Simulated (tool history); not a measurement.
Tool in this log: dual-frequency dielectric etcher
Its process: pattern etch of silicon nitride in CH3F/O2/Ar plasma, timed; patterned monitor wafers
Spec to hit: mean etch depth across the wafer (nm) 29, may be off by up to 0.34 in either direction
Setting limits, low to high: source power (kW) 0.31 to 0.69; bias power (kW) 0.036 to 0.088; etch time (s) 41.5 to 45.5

| run | hour | source power (kW) | bias power (kW) | etch time (s) | mean etch depth across the wafer (nm) |
|---|---|---|---|---|---|
| 1 | 0 | 0.5 | 0.062 | 45.5 | 30.728 |
| 2 | 5 | 0.48 | 0.062 | 45.5 | 29.987 |
| 3 | 9.5 | 0.54 | 0.062 | 45.5 | 31.853 |
| 4 | 14.4 | 0.51 | 0.062 | 45.5 | 31.065 |
| 5 | 18.7 | 0.51 | 0.07 | 45.5 | 32.298 |
| 6 | 21.5 | 0.48 | 0.07 | 45.5 | 31.045 |
| 7 | 28.7 | 0.46 | 0.07 | 45.5 | 30.609 |
| 8 | 30.9 | 0.44 | 0.07 | 45.5 | 29.912 |
| 9 | 31.5 | 0.43 | 0.07 | 45.5 | 29.679 |

Of the 4 settings listed for the next run, only one would bring every result within its allowed miss of target. Which one?
| A | 32.1 | 0.42 | 0.07 | 43.5 | ? |
| B | 32.1 | 0.44 | 0.073 | 42.5 | ? |
| C | 32.1 | 0.37 | 0.083 | 45.5 | ? |
| D | 32.1 | 0.52 | 0.07 | 41.5 | ? |

| move | mean etch depth across the wafer (nm) |
|---|---|
| A | 27.94 |
| B | 28.374 |
| C | 28.952 |
| D | 29.739 |
A: takes the result that was furthest off past its target
B: takes the result that was furthest off past its target
C: every result within its allowed miss
D: moves away from the targets compared with the last run
So the answer is move C, the one that meets all the targets.

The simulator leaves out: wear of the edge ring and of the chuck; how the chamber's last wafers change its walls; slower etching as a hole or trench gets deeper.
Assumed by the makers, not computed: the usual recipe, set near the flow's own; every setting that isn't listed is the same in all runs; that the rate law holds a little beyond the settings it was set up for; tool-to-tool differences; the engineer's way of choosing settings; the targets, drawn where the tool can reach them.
